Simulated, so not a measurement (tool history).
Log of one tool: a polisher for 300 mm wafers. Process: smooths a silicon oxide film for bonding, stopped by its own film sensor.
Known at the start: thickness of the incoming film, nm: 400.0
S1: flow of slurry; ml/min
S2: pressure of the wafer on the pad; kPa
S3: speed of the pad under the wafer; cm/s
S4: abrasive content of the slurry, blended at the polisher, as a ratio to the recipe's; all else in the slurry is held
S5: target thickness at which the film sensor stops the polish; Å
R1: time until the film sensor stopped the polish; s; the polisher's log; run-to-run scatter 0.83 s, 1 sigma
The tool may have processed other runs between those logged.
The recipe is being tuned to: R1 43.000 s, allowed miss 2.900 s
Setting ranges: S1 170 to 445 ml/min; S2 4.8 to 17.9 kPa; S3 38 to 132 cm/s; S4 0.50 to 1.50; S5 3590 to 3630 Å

run 1 hour=0.0 | S1=285 S2=11.0 S3=84 S4=1.00 S5=3590 | R1=96.271
run 2 hour=7.7 | S1=285 S2=11.7 S3=86 S4=1.00 S5=3590 | R1=87.537
run 3 hour=10.1 | S1=220 S2=11.7 S3=86 S4=1.00 S5=3590 | R1=88.867
run 4 hour=18.9 | S1=220 S2=12.4 S3=88 S4=1.00 S5=3590 | R1=84.334
run 5 hour=21.6 | S1=220 S2=13.1 S3=92 S4=1.00 S5=3590 | R1=76.215
run 6 hour=25.9 | S1=220 S2=13.8 S3=94 S4=1.00 S5=3590 | R1=75.511
run 7 hour=28.0 | S1=220 S2=13.8 S3=94 S4=1.00 S5=3590 | R1=72.474
run 8 hour=30.2 | S1=220 S2=14.5 S3=98 S4=1.00 S5=3590 | R1=67.972
run 9 hour=36.5 | S1=220 S2=15.2 S3=102 S4=1.00 S5=3590 | R1=64.059
run 10 hour=44.8 | S1=220 S2=15.2 S3=106 S4=1.00 S5=3590 | R1=58.682
run 11 hour=53.7 | S1=220 S2=15.2 S3=108 S4=1.00 S5=3590 | R1=58.882
run 12 hour=58.5 | S1=220 S2=17.9 S3=118 S4=1.05 S5=3590 | R1=45.927

Below are 5 possible settings for the next run. Only one of them brings all results inside the allowed miss of their targets. Which is it?
run A hour=63.3 | S1=235 S2=17.2 S3=124 S4=0.85 S5=3610 | R1=?
run B hour=63.3 | S1=230 S2=17.9 S3=122 S4=0.95 S5=3590 | R1=?
run C hour=63.3 | S1=220 S2=16.5 S3=120 S4=0.90 S5=3620 | R1=?
run D hour=63.3 | S1=175 S2=17.2 S3=124 S4=0.90 S5=3590 | R1=?
run E hour=63.3 | S1=180 S2=17.9 S3=132 S4=0.90 S5=3630 | R1=?

move=A R1=48.895
move=B R1=47.398
move=C R1=49.548
move=D R1=51.592
move=E R1=42.560
A: further off than the last run
B: further off than the last run
C: further off than the last run
D: further off than the last run
E: in spec on every target
The right move is E.
